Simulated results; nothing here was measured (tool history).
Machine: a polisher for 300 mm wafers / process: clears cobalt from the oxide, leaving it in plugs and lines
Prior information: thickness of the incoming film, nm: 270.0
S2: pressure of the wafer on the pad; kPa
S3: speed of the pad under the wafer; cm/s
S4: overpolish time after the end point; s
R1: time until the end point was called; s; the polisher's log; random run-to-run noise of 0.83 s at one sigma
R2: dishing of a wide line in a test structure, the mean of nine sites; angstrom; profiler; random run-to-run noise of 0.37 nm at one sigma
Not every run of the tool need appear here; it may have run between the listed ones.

Run 1, hour 0.0: flow of slurry (ml/min) 185, S2 13.8 kPa, S3 82 cm/s, S4 20 s. Result: R1 59.511 s, R2 508.09 angstrom.
Run 2, hour 3.5: flow of slurry (ml/min) 220, S2 13.8 kPa, S3 82 cm/s, S4 20 s. Result: R1 57.108 s, R2 528.63 angstrom.
Run 3, hour 10.5: flow of slurry (ml/min) 220, S2 13.8 kPa, S3 82 cm/s, S4 28 s. Result: R1 58.231 s, R2 602.84 angstrom.
Run 4, hour 16.4: flow of slurry (ml/min) 220, S2 17.2 kPa, S3 82 cm/s, S4 28 s. Result: R1 46.155 s, R2 635.15 angstrom.
Run 5, hour 21.8: flow of slurry (ml/min) 195, S2 16.5 kPa, S3 72 cm/s, S4 23 s. Result: R1 54.952 s, R2 582.83 angstrom.
Run 6, hour 22.7: flow of slurry (ml/min) 195, S2 14.5 kPa, S3 72 cm/s, S4 23 s. Result: R1 62.284 s, R2 555.28 angstrom.
Run 7, hour 29.4: flow of slurry (ml/min) 175, S2 12.4 kPa, S3 74 cm/s, S4 19 s. Result: R1 71.559 s, R2 450.01 angstrom.
Run 8, hour 36.9: flow of slurry (ml/min) 160, S2 11.0 kPa, S3 76 cm/s, S4 16 s. Result: R1 80.006 s, R2 375.70 angstrom.
Run 9, hour 45.9: flow of slurry (ml/min) 150, S2 9.7 kPa, S3 78 cm/s, S4 14 s. Result: R1 90.054 s, R2 326.18 angstrom.
Run 10, hour 54.4: flow of slurry (ml/min) 140, S2 9.0 kPa, S3 82 cm/s, S4 12 s. Result: R1 94.537 s, R2 276.18 angstrom.
Run 11, hour 55.6: flow of slurry (ml/min) 135, S2 9.0 kPa, S3 84 cm/s, S4 11 s. Result: R1 92.850 s, R2 256.30 angstrom.
Run 12, hour 59.4: flow of slurry (ml/min) 135, S2 9.0 kPa, S3 84 cm/s, S4 11 s. Result: R1 92.530 s, R2 259.02 angstrom.

Run 13 comes next. What will it give?
Run 13, hour 66.2: flow of slurry (ml/min) 130, S2 9.0 kPa, S3 84 cm/s, S4 10 s. Result: R1 ?, R2 ?.

{"run 13": {"R1": 93.178, "R2": 244.26}}
